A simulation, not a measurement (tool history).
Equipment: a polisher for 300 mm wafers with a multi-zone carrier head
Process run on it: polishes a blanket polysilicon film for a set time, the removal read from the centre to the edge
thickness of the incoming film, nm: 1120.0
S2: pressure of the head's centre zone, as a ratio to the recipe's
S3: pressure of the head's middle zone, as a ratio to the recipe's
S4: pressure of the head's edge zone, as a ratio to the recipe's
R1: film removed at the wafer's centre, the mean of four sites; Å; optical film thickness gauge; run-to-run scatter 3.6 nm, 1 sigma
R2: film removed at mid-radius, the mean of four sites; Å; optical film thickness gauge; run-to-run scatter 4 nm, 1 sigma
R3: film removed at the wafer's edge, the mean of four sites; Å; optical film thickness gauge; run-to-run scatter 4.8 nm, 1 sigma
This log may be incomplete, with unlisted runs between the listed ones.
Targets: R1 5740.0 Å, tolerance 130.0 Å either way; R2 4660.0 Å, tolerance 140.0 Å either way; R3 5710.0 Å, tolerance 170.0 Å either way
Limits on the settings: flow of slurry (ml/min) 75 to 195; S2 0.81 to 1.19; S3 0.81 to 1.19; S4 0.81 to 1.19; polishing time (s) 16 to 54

run 1 hour=0.0 | flow_of_slurry_(ml/min)=125 S2=1.00 S3=1.00 S4=1.00 polishing_time_(s)=35 | R1=4101.4 R2=4069.9 R3=4369.6
run 2 hour=7.8 | flow_of_slurry_(ml/min)=140 S2=1.03 S3=0.98 S4=1.05 polishing_time_(s)=36 | R1=4457.1 R2=4219.2 R3=4625.9
run 3 hour=10.1 | flow_of_slurry_(ml/min)=140 S2=1.03 S3=0.93 S4=1.05 polishing_time_(s)=36 | R1=4474.1 R2=4111.9 R3=4672.2
run 4 hour=13.4 | flow_of_slurry_(ml/min)=150 S2=1.05 S3=0.91 S4=1.08 polishing_time_(s)=37 | R1=4828.4 R2=4205.7 R3=4959.8
run 5 hour=15.3 | flow_of_slurry_(ml/min)=150 S2=1.05 S3=0.91 S4=1.08 polishing_time_(s)=29 | R1=3719.0 R2=3257.2 R3=3883.1
run 6 hour=23.2 | flow_of_slurry_(ml/min)=135 S2=1.05 S3=0.91 S4=1.08 polishing_time_(s)=29 | R1=3645.0 R2=3160.5 R3=3761.8
run 7 hour=27.1 | flow_of_slurry_(ml/min)=170 S2=1.15 S3=0.94 S4=1.18 polishing_time_(s)=39 | R1=5672.0 R2=4649.0 R3=5531.1
run 8 hour=30.9 | flow_of_slurry_(ml/min)=170 S2=1.15 S3=0.93 S4=1.18 polishing_time_(s)=39 | R1=5627.5 R2=4506.9 R3=5499.8
run 9 hour=33.2 | flow_of_slurry_(ml/min)=175 S2=1.15 S3=0.93 S4=1.18 polishing_time_(s)=39 | R1=5728.8 R2=4526.9 R3=5497.0

Which single option among these 5 for the next run brings every result within its allowed miss of target? Just one does.
run A hour=35.5 | flow_of_slurry_(ml/min)=180 S2=1.14 S3=0.83 S4=1.19 polishing_time_(s)=40 | R1=? R2=? R3=?
run B hour=35.5 | flow_of_slurry_(ml/min)=150 S2=1.11 S3=0.81 S4=1.19 polishing_time_(s)=43 | R1=? R2=? R3=?
run C hour=35.5 | flow_of_slurry_(ml/min)=195 S2=1.19 S3=0.94 S4=1.18 polishing_time_(s)=38 | R1=? R2=? R3=?
run D hour=35.5 | flow_of_slurry_(ml/min)=165 S2=1.15 S3=0.86 S4=1.19 polishing_time_(s)=40 | R1=? R2=? R3=?
run E hour=35.5 | flow_of_slurry_(ml/min)=150 S2=1.15 S3=0.93 S4=1.19 polishing_time_(s)=41 | R1=? R2=? R3=?

move=A R1=5790.9 R2=4312.2 R3=5732.6
move=B R1=5855.7 R2=4408.7 R3=6029.8
move=C R1=5826.0 R2=4594.1 R3=5462.9
move=D R1=5752.6 R2=4377.9 R3=5672.4
move=E R1=5790.9 R2=4709.8 R3=5740.1
A: gets the furthest-off result to its target, but another result is out of tolerance
B: the result that was furthest off in the last run now lies on the other side of its target
C: its largest miss is bigger than the last run's
D: gets the furthest-off result to its target, but another result is out of tolerance
E: all results in spec
Move E is the one to make.
